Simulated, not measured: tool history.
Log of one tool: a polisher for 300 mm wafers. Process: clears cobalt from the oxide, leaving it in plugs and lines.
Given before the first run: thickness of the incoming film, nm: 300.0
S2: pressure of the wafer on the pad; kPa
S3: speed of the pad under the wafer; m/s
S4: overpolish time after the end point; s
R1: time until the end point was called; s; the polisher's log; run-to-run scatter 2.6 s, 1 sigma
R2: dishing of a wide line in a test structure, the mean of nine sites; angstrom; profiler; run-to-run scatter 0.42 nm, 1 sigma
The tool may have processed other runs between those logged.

run 1 hour=0 | flow_of_slurry_(ml/min)=120 S2=8.3 S3=0.84 S4=10 | R1=136.25 R2=189.68
run 2 hour=8.8 | flow_of_slurry_(ml/min)=115 S2=7.6 S3=0.84 S4=11 | R1=147.45 R2=189.84
run 3 hour=13.3 | flow_of_slurry_(ml/min)=115 S2=7.6 S3=0.84 S4=13 | R1=148.43 R2=217.39
run 4 hour=14.4 | flow_of_slurry_(ml/min)=115 S2=7.6 S3=0.84 S4=14 | R1=148.79 R2=227.98
-- hour=18.2 head pressure recalibrated
run 5 hour=18.2 | flow_of_slurry_(ml/min)=115 S2=7.6 S3=1.04 S4=14 | R1=132.52 R2=249
run 6 hour=24.1 | flow_of_slurry_(ml/min)=115 S2=7.6 S3=1.14 S4=14 | R1=125.04 R2=269.69

What does the tool deliver on the next run?
run 7 hour=31.9 | flow_of_slurry_(ml/min)=110 S2=6.9 S3=1.14 S4=15 | R1=? R2=?

R1: 137.44 s
R2: 252.56 angstrom
